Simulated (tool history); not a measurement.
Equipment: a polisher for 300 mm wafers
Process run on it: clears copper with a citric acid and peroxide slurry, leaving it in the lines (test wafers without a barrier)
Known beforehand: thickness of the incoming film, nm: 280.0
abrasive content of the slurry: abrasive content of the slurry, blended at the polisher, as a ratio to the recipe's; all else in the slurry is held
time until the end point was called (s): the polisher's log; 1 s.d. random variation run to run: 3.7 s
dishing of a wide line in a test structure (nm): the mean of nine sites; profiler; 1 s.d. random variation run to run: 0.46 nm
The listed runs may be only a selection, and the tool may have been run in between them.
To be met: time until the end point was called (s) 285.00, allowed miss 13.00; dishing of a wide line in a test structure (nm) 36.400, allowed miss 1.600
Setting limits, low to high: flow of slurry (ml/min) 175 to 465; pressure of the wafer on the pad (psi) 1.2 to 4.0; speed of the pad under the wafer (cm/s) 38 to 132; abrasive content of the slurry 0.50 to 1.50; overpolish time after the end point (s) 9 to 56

| run | day | flow of slurry (ml/min) | pressure of the wafer on the pad (psi) | speed of the pad under the wafer (cm/s) | abrasive content of the slurry | overpolish time after the end point (s) | time until the end point was called (s) | dishing of a wide line in a test structure (nm) |
|---|---|---|---|---|---|---|---|---|
| 1 | 0.000 | 295 | 2.6 | 84 | 1.00 | 29 | 162.12 | 36.025 |
| 2 | 0.146 | 295 | 2.6 | 102 | 1.00 | 29 | 131.10 | 43.152 |
| 3 | 0.392 | 295 | 2.2 | 102 | 1.00 | 29 | 151.48 | 37.168 |
| 4 | 0.550 | 295 | 2.2 | 102 | 1.10 | 29 | 151.67 | 37.838 |
| 5 | 0.921 | 295 | 1.9 | 94 | 1.10 | 35 | 186.89 | 36.437 |
| 6 | 1.188 | 295 | 1.9 | 94 | 1.10 | 46 | 191.41 | 45.899 |
| 7 | 1.254 | 295 | 1.7 | 90 | 1.10 | 48 | 215.06 | 41.888 |
| 8 | 1.500 | 295 | 1.5 | 88 | 1.10 | 50 | 255.18 | 37.913 |
| 9 | 1.738 | 295 | 1.4 | 88 | 1.10 | 51 | 269.99 | 36.252 |

Pick the move, out of 4, that brings all results within their allowed miss; only one does.
| A | 1.975 | 270 | 1.6 | 76 | 0.95 | 52 | ? | ? |
| B | 1.975 | 325 | 1.5 | 80 | 1.30 | 44 | ? | ? |
| C | 1.975 | 280 | 1.6 | 84 | 1.15 | 48 | ? | ? |
| D | 1.975 | 215 | 1.4 | 74 | 1.10 | 53 | ? | ? |

| move | time until the end point was called (s) | dishing of a wide line in a test structure (nm) |
|---|---|---|
| A | 281.41 | 35.840 |
| B | 265.22 | 32.531 |
| C | 246.46 | 37.442 |
| D | 323.80 | 32.032 |
A: every result within its allowed miss
B: further off than the last run
C: further off than the last run
D: takes the biggest miss from the last run beyond its target
The move that meets every target is A.
